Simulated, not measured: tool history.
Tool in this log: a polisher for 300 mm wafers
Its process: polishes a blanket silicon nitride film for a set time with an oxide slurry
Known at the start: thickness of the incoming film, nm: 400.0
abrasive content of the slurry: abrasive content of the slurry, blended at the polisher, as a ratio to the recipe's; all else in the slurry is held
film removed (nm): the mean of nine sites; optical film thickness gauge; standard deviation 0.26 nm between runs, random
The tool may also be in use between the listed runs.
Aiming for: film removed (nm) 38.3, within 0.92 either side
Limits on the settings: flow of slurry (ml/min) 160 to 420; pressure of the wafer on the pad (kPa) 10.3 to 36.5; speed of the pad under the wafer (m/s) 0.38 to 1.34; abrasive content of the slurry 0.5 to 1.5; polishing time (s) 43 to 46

run    day  flow of slurry (ml/min)  pressure of the wafer on the pad (kPa)  speed of the pad under the wafer (m/s)  abrasive content of the slurry  polishing time (s)  film removed (nm)
  1      0                      270                                    23.4                                    0.86                               1                  43             21.849
  2  0.371                      275                                    26.2                                    0.86                               1                  43             24.397
  3  0.408                      280                                      29                                    0.86                               1                  43              26.83
  4  0.521                      240                                      29                                    0.86                               1                  43             26.346
  5  0.608                      240                                      29                                    0.78                               1                  43             24.924
  6  0.658                      245                                      31                                    0.82                               1                  43             27.471
  7  0.854                      255                                    32.4                                    0.86                               1                  43             29.427
  8    1.1                      255                                    33.1                                     0.9                               1                  43             30.524
  9   1.35                      260                                    33.8                                    0.94                               1                  43             32.378
 10  1.425                      265                                    34.5                                    0.96                               1                  43             33.344

Pick the move, out of 4, that brings all results within their allowed miss; only one does.
  A  1.5                      275                                    35.9                                     0.9                             1.1                  45                  ?
  B  1.5                      260                                    34.5                                    1.06                            1.05                  46                  ?
  C  1.5                      260                                    34.5                                    1.06                            1.05                  43                  ?
  D  1.5                      310                                    34.5                                    1.04                            1.05                  44                  ?

move  film removed (nm)
   A             36.615
   B             38.334
   C             35.834
   D             36.789
A: an improvement on the last run, though not all results are within tolerance
B: hits every target within its allowed miss
C: an improvement on the last run, though not all results are within tolerance
D: an improvement on the last run, though not all results are within tolerance
The right move is B.

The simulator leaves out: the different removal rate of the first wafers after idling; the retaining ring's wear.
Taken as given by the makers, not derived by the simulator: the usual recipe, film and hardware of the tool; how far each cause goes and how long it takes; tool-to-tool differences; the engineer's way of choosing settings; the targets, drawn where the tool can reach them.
